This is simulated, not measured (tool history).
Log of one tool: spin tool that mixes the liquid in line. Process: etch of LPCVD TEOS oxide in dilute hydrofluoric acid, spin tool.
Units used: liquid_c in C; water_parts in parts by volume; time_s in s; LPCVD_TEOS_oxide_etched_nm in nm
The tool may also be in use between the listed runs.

run,hour,liquid_c,water_parts,time_s,LPCVD_TEOS_oxide_etched_nm
1,0.0,22.0,220,150,22.730
2,2.4,23.0,215,150,24.344
3,3.2,23.0,255,150,19.689
4,7.7,24.0,250,150,21.029
# hour 14.3: thermometer replaced
5,14.3,24.0,300,150,18.089
6,18.3,25.0,285,150,20.128
7,22.1,25.5,275,150,21.485

Run 8 comes next. What will it give?
8,27.4,29.5,205,150,?

LPCVD_TEOS_oxide_etched_nm: 35.914 nm
